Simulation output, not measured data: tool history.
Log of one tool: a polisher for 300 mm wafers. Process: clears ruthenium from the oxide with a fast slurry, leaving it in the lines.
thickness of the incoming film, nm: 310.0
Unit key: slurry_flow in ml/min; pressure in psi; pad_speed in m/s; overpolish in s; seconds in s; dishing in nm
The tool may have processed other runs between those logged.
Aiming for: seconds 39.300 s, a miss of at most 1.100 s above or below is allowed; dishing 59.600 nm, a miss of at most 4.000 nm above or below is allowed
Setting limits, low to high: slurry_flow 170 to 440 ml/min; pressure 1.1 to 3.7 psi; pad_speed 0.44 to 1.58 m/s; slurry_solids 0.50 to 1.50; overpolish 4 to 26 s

run,day,slurry_flow,pressure,pad_speed,slurry_solids,overpolish,seconds,dishing
1,0.000,280,2.4,1.00,1.00,13,75.858,44.375
2,0.329,280,2.6,1.02,1.00,12,68.919,47.319
3,0.675,280,2.7,1.04,1.00,11,66.717,44.704
4,0.800,330,2.7,1.04,1.00,11,65.470,44.900
5,1.117,330,2.8,1.06,1.00,11,62.746,46.687
6,1.400,330,2.9,1.08,1.00,11,59.753,49.447
7,1.454,330,3.0,1.10,1.00,11,55.783,53.297
8,1.583,330,3.1,1.12,1.00,11,53.300,54.544

Consider the 5 candidate settings below. Which is the only one whose results all fall within their allowed miss of target?
A,1.712,315,2.9,0.98,1.10,13,?,?
B,1.712,260,3.7,1.50,1.05,8,?,?
C,1.712,360,3.1,1.16,1.05,12,?,?
D,1.712,415,2.5,1.04,0.75,19,?,?
E,1.712,340,3.4,1.36,1.05,9,?,?

move,seconds,dishing
A,62.191,56.555
B,34.499,61.983
C,50.448,63.380
D,83.935,60.683
E,39.936,60.447
A: its largest miss is bigger than the last run's
B: takes the biggest miss from the last run beyond its target
C: an improvement on the last run, though not all results are within tolerance
D: its largest miss is bigger than the last run's
E: each result inside its tolerance
E meets every target.

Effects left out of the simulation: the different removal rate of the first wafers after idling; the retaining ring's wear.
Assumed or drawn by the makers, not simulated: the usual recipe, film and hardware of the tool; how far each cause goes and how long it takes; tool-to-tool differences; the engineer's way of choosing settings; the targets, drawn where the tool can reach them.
